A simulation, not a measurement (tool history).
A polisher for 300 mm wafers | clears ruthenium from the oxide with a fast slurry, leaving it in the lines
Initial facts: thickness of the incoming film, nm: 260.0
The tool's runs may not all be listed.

run  hour  flow of slurry (ml/min)  pressure of the wafer on the pad (kPa)  speed of the pad under the wafer (m/s)  abrasive content of the slurry  overpolish time after the end point (s)  time until the end point was called (s)  dishing of a wide line in a test structure (Å)
  1   0.0                      175                                    18.6                                    0.98                            1.00                                       19                                   69.448                                          498.66
  2   3.0                      175                                    18.6                                    0.98                            1.10                                       19                                   69.095                                          517.73
  3   7.9                      185                                    17.2                                    0.94                            0.90                                       15                                   80.359                                          379.85
  4  16.5                      185                                    13.8                                    0.94                            0.90                                       15                                   98.673                                          310.71
  5  23.3                      185                                    13.8                                    0.94                            0.90                                       19                                   96.395                                          382.07
  6  28.7                      185                                    13.8                                    0.94                            1.00                                       19                                   95.372                                          398.78
  7  29.5                      160                                    13.8                                    1.00                            0.85                                       15                                   95.483                                          319.32
  8  30.0                      140                                    12.4                                    1.10                            0.75                                       12                                  102.670                                          242.38

Run 9 is up next; what results do you expect?
  9  34.5                      140                                    12.4                                    1.10                            0.75                                       12                                        ?                                               ?

{"run 9": {"time until the end point was called (s)": 102.25, "dishing of a wide line in a test structure (Å)": 245.68}}

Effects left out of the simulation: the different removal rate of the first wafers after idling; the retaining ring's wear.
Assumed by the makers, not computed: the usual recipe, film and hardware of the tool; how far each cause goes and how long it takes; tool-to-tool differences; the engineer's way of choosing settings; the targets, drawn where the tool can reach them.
